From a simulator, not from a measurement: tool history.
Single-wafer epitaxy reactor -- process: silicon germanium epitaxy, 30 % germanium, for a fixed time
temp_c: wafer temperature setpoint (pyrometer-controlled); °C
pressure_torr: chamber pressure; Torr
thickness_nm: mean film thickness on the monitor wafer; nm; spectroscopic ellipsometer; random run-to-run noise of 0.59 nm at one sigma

{"run": 1, "hour": 0.0, "temp_c": 610, "pressure_torr": 27.9, "thickness_nm": 83.696}
{"run": 2, "hour": 1.2, "temp_c": 610, "pressure_torr": 23.8, "thickness_nm": 80.535}
{"run": 3, "hour": 8.0, "temp_c": 610, "pressure_torr": 26.6, "thickness_nm": 84.118}
{"run": 4, "hour": 13.1, "temp_c": 612, "pressure_torr": 26.7, "thickness_nm": 87.635}
{"run": 5, "hour": 14.6, "temp_c": 613, "pressure_torr": 26.7, "thickness_nm": 88.675}
{"run": 6, "hour": 16.6, "temp_c": 613, "pressure_torr": 30.5, "thickness_nm": 92.659}
{"run": 7, "hour": 22.9, "temp_c": 614, "pressure_torr": 30.5, "thickness_nm": 94.292}
{"run": 8, "hour": 29.4, "temp_c": 615, "pressure_torr": 30.5, "thickness_nm": 97.594}
{"run": 9, "hour": 33.0, "temp_c": 616, "pressure_torr": 30.5, "thickness_nm": 99.411}
{"run": 10, "hour": 39.3, "temp_c": 617, "pressure_torr": 30.5, "thickness_nm": 100.78}
{"run": 11, "hour": 45.1, "temp_c": 618, "pressure_torr": 30.5, "thickness_nm": 102.71}

The next listed run, before its measurement:
{"run": 12, "hour": 52.3, "temp_c": 619, "pressure_torr": 30.5, "thickness_nm": "?"}

Run 12 measured thickness_nm 106.16 nm.
